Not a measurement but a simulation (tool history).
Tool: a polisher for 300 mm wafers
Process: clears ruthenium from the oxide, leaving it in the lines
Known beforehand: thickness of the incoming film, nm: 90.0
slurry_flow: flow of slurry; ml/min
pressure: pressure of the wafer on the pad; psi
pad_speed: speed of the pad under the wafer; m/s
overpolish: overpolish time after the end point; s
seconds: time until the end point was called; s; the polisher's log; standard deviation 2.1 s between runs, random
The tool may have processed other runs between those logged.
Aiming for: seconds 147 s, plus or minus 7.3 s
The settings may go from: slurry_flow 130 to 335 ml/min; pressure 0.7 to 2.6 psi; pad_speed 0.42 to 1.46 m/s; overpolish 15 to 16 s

{"run": 1, "hour": 0.0, "slurry_flow": 215, "pressure": 1.6, "pad_speed": 0.94, "overpolish": 15, "seconds": 95.978}
{"run": 2, "hour": 3.1, "slurry_flow": 215, "pressure": 1.5, "pad_speed": 0.94, "overpolish": 15, "seconds": 99.913}
{"run": 3, "hour": 11.1, "slurry_flow": 190, "pressure": 1.5, "pad_speed": 0.94, "overpolish": 15, "seconds": 105.32}
{"run": 4, "hour": 17.9, "slurry_flow": 185, "pressure": 1.4, "pad_speed": 0.94, "overpolish": 15, "seconds": 111.08}
{"run": 5, "hour": 26.4, "slurry_flow": 185, "pressure": 1.4, "pad_speed": 0.94, "overpolish": 15, "seconds": 111.85}
{"run": 6, "hour": 33.5, "slurry_flow": 185, "pressure": 1.4, "pad_speed": 0.94, "overpolish": 15, "seconds": 112.06}
{"run": 7, "hour": 40.9, "slurry_flow": 175, "pressure": 1.2, "pad_speed": 0.92, "overpolish": 15, "seconds": 134.42}
{"run": 8, "hour": 42.2, "slurry_flow": 175, "pressure": 1.2, "pad_speed": 0.92, "overpolish": 15, "seconds": 136.24}

5 next moves are on the table. One of them brings every result within its allowed miss. Which?
{"run": "A", "hour": 43.5, "slurry_flow": 155, "pressure": 1.2, "pad_speed": 1.02, "overpolish": 16, "seconds": "?"}
{"run": "B", "hour": 43.5, "slurry_flow": 155, "pressure": 1.1, "pad_speed": 0.96, "overpolish": 15, "seconds": "?"}
{"run": "C", "hour": 43.5, "slurry_flow": 170, "pressure": 1, "pad_speed": 0.92, "overpolish": 15, "seconds": "?"}
{"run": "D", "hour": 43.5, "slurry_flow": 160, "pressure": 1.7, "pad_speed": 0.62, "overpolish": 16, "seconds": "?"}
{"run": "E", "hour": 43.5, "slurry_flow": 200, "pressure": 1.2, "pad_speed": 0.98, "overpolish": 15, "seconds": "?"}

move=A seconds=127.59
move=B seconds=145.59
move=C seconds=162.07
move=D seconds=132.37
move=E seconds=126.09
A: the biggest miss grows against the last run
B: every result within its allowed miss
C: the result that was furthest off in the last run now lies on the other side of its target
D: the biggest miss grows against the last run
E: the biggest miss grows against the last run
Move B is the one to make.
